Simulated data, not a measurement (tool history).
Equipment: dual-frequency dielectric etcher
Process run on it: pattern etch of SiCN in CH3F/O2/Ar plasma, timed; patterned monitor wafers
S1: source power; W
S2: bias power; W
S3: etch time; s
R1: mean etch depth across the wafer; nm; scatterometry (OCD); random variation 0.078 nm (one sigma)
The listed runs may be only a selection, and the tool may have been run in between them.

{"run": 1, "hour": 0.0, "S1": 340, "S2": 90, "S3": 57.0, "R1": 21.841}
{"run": 2, "hour": 1.3, "S1": 340, "S2": 90, "S3": 52.5, "R1": 20.005}
{"run": 3, "hour": 6.4, "S1": 340, "S2": 84, "S3": 52.5, "R1": 19.398}
{"run": 4, "hour": 12.5, "S1": 340, "S2": 84, "S3": 52.5, "R1": 19.37}
{"run": 5, "hour": 21.3, "S1": 340, "S2": 84, "S3": 57.0, "R1": 21.172}
{"run": 6, "hour": 29.2, "S1": 340, "S2": 68, "S3": 57.0, "R1": 19.023}
{"run": 7, "hour": 30.8, "S1": 360, "S2": 72, "S3": 57.0, "R1": 20.04}
{"run": 8, "hour": 36.5, "S1": 370, "S2": 75, "S3": 57.0, "R1": 20.474}
{"run": 9, "hour": 43.8, "S1": 380, "S2": 78, "S3": 57.0, "R1": 21.068}
{"run": 10, "hour": 49.5, "S1": 390, "S2": 81, "S3": 57.0, "R1": 21.547}
{"run": 11, "hour": 58.2, "S1": 400, "S2": 84, "S3": 57.0, "R1": 22.367}
{"run": 12, "hour": 64.0, "S1": 460, "S2": 94, "S3": 57.0, "R1": 24.723}
{"run": 13, "hour": 68.7, "S1": 460, "S2": 94, "S3": 57.0, "R1": 24.62}
{"run": 14, "hour": 76.3, "S1": 460, "S2": 95, "S3": 57.0, "R1": 24.704}

What will run 15 give?
{"run": 15, "hour": 82.4, "S1": 460, "S2": 96, "S3": 57.0, "R1": "?"}

R1: 24.871 nm

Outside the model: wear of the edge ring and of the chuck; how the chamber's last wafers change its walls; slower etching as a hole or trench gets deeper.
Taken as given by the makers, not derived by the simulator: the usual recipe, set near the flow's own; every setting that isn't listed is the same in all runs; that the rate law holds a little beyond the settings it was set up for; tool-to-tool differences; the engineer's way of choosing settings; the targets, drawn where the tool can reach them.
